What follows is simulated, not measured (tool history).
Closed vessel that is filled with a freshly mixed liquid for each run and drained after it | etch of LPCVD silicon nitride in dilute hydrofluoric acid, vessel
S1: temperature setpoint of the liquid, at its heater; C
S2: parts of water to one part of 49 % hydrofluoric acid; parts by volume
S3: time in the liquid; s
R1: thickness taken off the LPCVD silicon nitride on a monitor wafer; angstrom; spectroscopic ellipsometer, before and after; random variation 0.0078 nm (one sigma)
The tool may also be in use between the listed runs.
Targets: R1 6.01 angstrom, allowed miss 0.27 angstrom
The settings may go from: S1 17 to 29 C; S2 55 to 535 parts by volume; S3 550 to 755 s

| run | hour | S1 | S2 | S3 | R1 |
|---|---|---|---|---|---|
| 1 | 0 | 21 | 295 | 755 | 11.596 |
| 2 | 6.7 | 21 | 295 | 755 | 11.968 |
| 3 | 11.5 | 20 | 330 | 745 | 10.047 |
| 4 | 19 | 22.5 | 330 | 745 | 11.673 |
| 5 | 21.8 | 22.5 | 330 | 550 | 8.8296 |
| 6 | 29.9 | 25 | 330 | 550 | 10.256 |
| 7 | 32.1 | 21 | 365 | 550 | 7.1598 |
| 8 | 37.9 | 20 | 365 | 550 | 6.818 |
| 9 | 47 | 19.5 | 365 | 550 | 6.4808 |
|  | 55 | hydrofluoric acid flow meter replaced |
| 10 | 55 | 19 | 365 | 550 | 5.6641 |

5 next moves are on the table. One of them brings every result within its allowed miss. Which?
| A | 63 | 20.5 | 360 | 595 | ? |
| B | 63 | 19 | 335 | 600 | ? |
| C | 63 | 17.5 | 430 | 685 | ? |
| D | 63 | 18.5 | 390 | 640 | ? |
| E | 63 | 19.5 | 390 | 550 | ? |

| move | R1 |
|---|---|
| A | 6.7867 |
| B | 6.6758 |
| C | 5.4658 |
| D | 5.9661 |
| E | 5.4579 |
A: takes the result that was furthest off past its target
B: takes the result that was furthest off past its target
C: further off than the last run
D: meets every target
E: further off than the last run
The right move is D.

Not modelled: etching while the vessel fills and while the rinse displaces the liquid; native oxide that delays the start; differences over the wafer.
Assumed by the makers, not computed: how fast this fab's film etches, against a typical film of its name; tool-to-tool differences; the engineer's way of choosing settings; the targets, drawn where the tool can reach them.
